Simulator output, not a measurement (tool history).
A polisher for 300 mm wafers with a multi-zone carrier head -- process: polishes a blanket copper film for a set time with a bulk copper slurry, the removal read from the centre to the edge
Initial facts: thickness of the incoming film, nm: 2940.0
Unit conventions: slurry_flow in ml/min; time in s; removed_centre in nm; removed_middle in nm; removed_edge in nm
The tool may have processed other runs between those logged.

run,hour,slurry_flow,centre_zone,middle_zone,edge_zone,slurry_solids,time,removed_centre,removed_middle,removed_edge
1,0.0,270,1.00,1.00,1.00,1.00,72,587.60,579.53,604.64
2,3.7,275,1.01,1.01,1.04,1.10,75,630.84,627.09,640.47
3,10.8,275,1.01,1.01,1.04,1.00,75,610.67,615.59,623.39
4,19.2,245,1.01,1.01,1.04,1.00,75,607.03,603.42,618.32
5,25.3,270,1.01,1.01,1.04,1.00,75,619.82,610.17,629.22
6,32.5,290,1.01,0.99,1.06,1.10,78,666.80,645.24,681.20
7,38.4,305,1.01,0.99,1.07,1.20,80,691.01,680.45,692.26
8,45.4,295,1.00,0.97,1.07,1.25,84,706.50,709.12,749.00

Expected results for the next run?
9,52.1,295,1.01,0.96,1.08,1.30,86,?,?,?

{"run 9": {"removed_centre": 768.03, "removed_middle": 733.76, "removed_edge": 768.65}}
